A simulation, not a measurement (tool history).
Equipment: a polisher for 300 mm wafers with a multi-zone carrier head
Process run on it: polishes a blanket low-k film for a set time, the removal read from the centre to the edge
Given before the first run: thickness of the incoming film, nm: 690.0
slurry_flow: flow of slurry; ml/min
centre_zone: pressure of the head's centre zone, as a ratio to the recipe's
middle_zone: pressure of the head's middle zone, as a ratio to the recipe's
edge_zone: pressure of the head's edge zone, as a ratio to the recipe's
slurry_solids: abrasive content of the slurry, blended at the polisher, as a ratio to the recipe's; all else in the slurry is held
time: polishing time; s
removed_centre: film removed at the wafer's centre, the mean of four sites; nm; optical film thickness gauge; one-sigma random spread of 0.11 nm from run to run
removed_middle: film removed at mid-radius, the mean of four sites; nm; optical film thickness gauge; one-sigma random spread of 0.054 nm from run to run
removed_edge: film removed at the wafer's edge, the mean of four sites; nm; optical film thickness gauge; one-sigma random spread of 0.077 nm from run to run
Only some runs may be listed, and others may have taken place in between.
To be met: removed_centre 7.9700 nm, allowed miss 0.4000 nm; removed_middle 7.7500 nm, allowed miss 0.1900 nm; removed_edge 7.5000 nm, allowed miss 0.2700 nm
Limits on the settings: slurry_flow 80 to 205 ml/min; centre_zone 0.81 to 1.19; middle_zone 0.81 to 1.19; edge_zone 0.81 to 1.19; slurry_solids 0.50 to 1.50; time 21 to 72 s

run,hour,slurry_flow,centre_zone,middle_zone,edge_zone,slurry_solids,time,removed_centre,removed_middle,removed_edge
1,0.0,135,1.00,1.00,1.00,1.00,46,12.5530,12.6830,12.4140
2,7.8,135,1.00,1.00,1.00,1.15,46,13.4010,13.2920,13.2360
3,13.1,130,1.00,0.99,0.98,1.05,45,12.3660,12.3320,12.3770
4,14.2,130,1.00,0.99,0.98,0.90,45,11.5160,11.3950,11.1580
5,16.5,130,1.00,0.99,0.92,0.90,45,11.6560,11.3940,11.1570
6,20.2,130,1.00,0.99,0.92,0.85,44,10.8670,10.6080,10.4620
7,28.0,130,1.00,0.99,0.92,0.85,44,10.8840,10.7150,10.4130
8,35.8,115,0.98,0.94,0.82,0.60,38,7.0845,6.9336,6.9310
9,38.6,120,0.98,0.94,0.82,0.60,38,7.1780,7.0154,6.9483
10,41.7,125,0.98,0.94,0.82,0.60,38,7.1309,7.0648,7.0285
11,43.0,130,0.99,0.94,0.82,0.60,38,7.4604,7.1719,6.9854
12,44.2,130,0.99,0.94,0.83,0.60,38,7.5274,7.1790,7.0499
13,46.4,130,0.99,0.94,0.83,0.60,38,7.2773,7.1140,6.9994
14,50.2,130,0.99,0.94,0.83,0.60,38,7.3209,7.0592,7.0950
15,59.1,135,0.99,0.95,0.83,0.60,38,7.5879,7.2575,7.0549
16,62.0,135,0.99,0.95,0.84,0.60,38,7.6938,7.2121,7.1384
17,66.2,135,0.99,0.96,0.84,0.60,38,7.3448,7.2444,7.0797
18,75.0,140,0.99,0.96,0.85,0.60,38,7.3573,7.4303,7.2342
19,76.2,140,1.00,0.96,0.85,0.60,38,7.4769,7.3585,7.0634
20,80.5,140,1.00,0.96,0.86,0.60,38,7.5393,7.4145,7.2642

Which of these 5 next moves meets every target?
A,84.8,95,0.94,0.90,0.98,0.60,43,?,?,?
B,84.8,185,1.19,1.10,0.81,0.65,34,?,?,?
C,84.8,140,1.01,0.97,0.86,0.60,40,?,?,?
D,84.8,150,0.95,1.17,0.96,0.50,41,?,?,?
E,84.8,150,0.99,1.03,0.86,0.55,39,?,?,?

move,removed_centre,removed_middle,removed_edge
A,7.2096,7.3028,7.9505
B,8.9101,8.2519,6.8693
C,7.9568,7.8747,7.5262
D,6.7605,8.3257,6.9709
E,7.2279,7.6629,6.9305
A: further off than the last run
B: pushes the last run's worst result past its target
C: all results in spec
D: pushes the last run's worst result past its target
E: the worst result of the last run now meets its target, but another is out of spec
The right move is C.
